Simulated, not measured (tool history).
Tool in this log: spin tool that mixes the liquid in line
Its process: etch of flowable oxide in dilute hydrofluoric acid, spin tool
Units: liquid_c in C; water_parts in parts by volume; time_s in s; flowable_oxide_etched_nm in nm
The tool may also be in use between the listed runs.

run 1 hour=0 | liquid_c=23 water_parts=105 time_s=20 | flowable_oxide_etched_nm=3.5096
run 2 hour=1.1 | liquid_c=24 water_parts=95 time_s=20 | flowable_oxide_etched_nm=4.0623
run 3 hour=7.9 | liquid_c=21.5 water_parts=95 time_s=20 | flowable_oxide_etched_nm=3.6487
run 4 hour=14.3 | liquid_c=23 water_parts=85 time_s=20 | flowable_oxide_etched_nm=4.4473
run 5 hour=17.1 | liquid_c=23 water_parts=115 time_s=20 | flowable_oxide_etched_nm=3.2043
run 6 hour=21.5 | liquid_c=26.5 water_parts=115 time_s=20 | flowable_oxide_etched_nm=3.6113
run 7 hour=27.5 | liquid_c=27 water_parts=100 time_s=20 | flowable_oxide_etched_nm=4.3599
run 8 hour=35.6 | liquid_c=27.5 water_parts=90 time_s=20 | flowable_oxide_etched_nm=5.0283
run 9 hour=36.6 | liquid_c=28 water_parts=80 time_s=20 | flowable_oxide_etched_nm=5.8192

Run 10 comes next. What will it give?
run 10 hour=39.9 | liquid_c=28.5 water_parts=75 time_s=20 | flowable_oxide_etched_nm=?

For run 10 the tool returned flowable_oxide_etched_nm 6.2999 nm.
